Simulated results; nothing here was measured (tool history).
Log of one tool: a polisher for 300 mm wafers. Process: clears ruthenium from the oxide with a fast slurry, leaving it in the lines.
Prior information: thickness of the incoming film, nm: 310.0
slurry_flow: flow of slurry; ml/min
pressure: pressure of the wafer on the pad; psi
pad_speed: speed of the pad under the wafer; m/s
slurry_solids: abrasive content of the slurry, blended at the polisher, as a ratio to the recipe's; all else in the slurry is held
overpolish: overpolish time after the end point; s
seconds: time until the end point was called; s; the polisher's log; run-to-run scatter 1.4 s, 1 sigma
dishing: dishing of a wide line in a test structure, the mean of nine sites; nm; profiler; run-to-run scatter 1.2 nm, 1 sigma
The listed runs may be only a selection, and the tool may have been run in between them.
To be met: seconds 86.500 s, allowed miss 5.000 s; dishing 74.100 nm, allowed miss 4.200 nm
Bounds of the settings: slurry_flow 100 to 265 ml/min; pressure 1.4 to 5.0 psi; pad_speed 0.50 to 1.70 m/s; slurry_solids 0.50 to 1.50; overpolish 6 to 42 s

run 1 day=0.000 | slurry_flow=170 pressure=3.2 pad_speed=1.10 slurry_solids=1.00 overpolish=21 | seconds=47.490 dishing=77.533
run 2 day=0.100 | slurry_flow=170 pressure=2.8 pad_speed=1.10 slurry_solids=1.00 overpolish=21 | seconds=54.080 dishing=72.229
run 3 day=0.412 | slurry_flow=170 pressure=2.6 pad_speed=1.10 slurry_solids=1.00 overpolish=22 | seconds=57.759 dishing=68.283
run 4 day=0.533 | slurry_flow=170 pressure=2.6 pad_speed=1.10 slurry_solids=0.85 overpolish=22 | seconds=65.235 dishing=64.305
run 5 day=0.825 | slurry_flow=170 pressure=2.9 pad_speed=1.10 slurry_solids=0.85 overpolish=22 | seconds=56.720 dishing=70.390
run 6 day=1.142 | slurry_flow=170 pressure=2.9 pad_speed=1.10 slurry_solids=0.85 overpolish=15 | seconds=58.613 dishing=51.029
run 7 day=1.308 | slurry_flow=170 pressure=2.7 pad_speed=1.10 slurry_solids=0.85 overpolish=17 | seconds=64.463 dishing=53.817
run 8 day=1.450 | slurry_flow=170 pressure=2.7 pad_speed=1.10 slurry_solids=0.85 overpolish=17 | seconds=63.089 dishing=53.985
run 9 day=1.583 | slurry_flow=170 pressure=2.6 pad_speed=1.10 slurry_solids=0.85 overpolish=19 | seconds=64.676 dishing=57.490
run 10 day=1.808 | slurry_flow=170 pressure=2.5 pad_speed=1.10 slurry_solids=0.85 overpolish=21 | seconds=68.679 dishing=60.133
run 11 day=2.012 | slurry_flow=170 pressure=2.4 pad_speed=1.10 slurry_solids=0.85 overpolish=22 | seconds=69.474 dishing=59.820
run 12 day=2.167 | slurry_flow=170 pressure=2.3 pad_speed=1.10 slurry_solids=0.85 overpolish=23 | seconds=72.201 dishing=59.549
run 13 day=2.508 | slurry_flow=170 pressure=2.2 pad_speed=1.10 slurry_solids=0.85 overpolish=24 | seconds=77.135 dishing=60.917
run 14 day=2.658 | slurry_flow=170 pressure=2.2 pad_speed=1.10 slurry_solids=0.85 overpolish=25 | seconds=76.428 dishing=62.047
run 15 day=2.979 | slurry_flow=170 pressure=2.2 pad_speed=1.10 slurry_solids=0.85 overpolish=26 | seconds=75.857 dishing=65.823
run 16 day=3.138 | slurry_flow=170 pressure=2.2 pad_speed=1.10 slurry_solids=0.85 overpolish=27 | seconds=75.636 dishing=67.663
run 17 day=3.388 | slurry_flow=170 pressure=2.2 pad_speed=1.10 slurry_solids=0.85 overpolish=28 | seconds=78.034 dishing=67.075
run 18 day=3.517 | slurry_flow=170 pressure=2.2 pad_speed=1.10 slurry_solids=0.85 overpolish=29 | seconds=77.448 dishing=69.371
run 19 day=3.817 | slurry_flow=165 pressure=1.8 pad_speed=1.10 slurry_solids=0.85 overpolish=34 | seconds=92.581 dishing=67.690
run 20 day=3.888 | slurry_flow=170 pressure=1.8 pad_speed=1.10 slurry_solids=0.85 overpolish=34 | seconds=91.853 dishing=68.440

Which of these 4 next moves meets every target?
run A day=3.958 | slurry_flow=260 pressure=1.7 pad_speed=1.06 slurry_solids=1.25 overpolish=25 | seconds=? dishing=?
run B day=3.958 | slurry_flow=205 pressure=2.6 pad_speed=1.10 slurry_solids=0.70 overpolish=25 | seconds=? dishing=?
run C day=3.958 | slurry_flow=195 pressure=2.3 pad_speed=1.12 slurry_solids=0.75 overpolish=32 | seconds=? dishing=?
run D day=3.958 | slurry_flow=145 pressure=1.8 pad_speed=1.12 slurry_solids=0.95 overpolish=34 | seconds=? dishing=?

move=A seconds=75.917 dishing=63.491
move=B seconds=74.876 dishing=64.196
move=C seconds=78.285 dishing=75.166
move=D seconds=87.011 dishing=72.623
A: misses by more than the last run did
B: misses by more than the last run did
C: the furthest-off result lands on target, but another misses its tolerance
D: every result within its allowed miss
The move that meets every target is D.

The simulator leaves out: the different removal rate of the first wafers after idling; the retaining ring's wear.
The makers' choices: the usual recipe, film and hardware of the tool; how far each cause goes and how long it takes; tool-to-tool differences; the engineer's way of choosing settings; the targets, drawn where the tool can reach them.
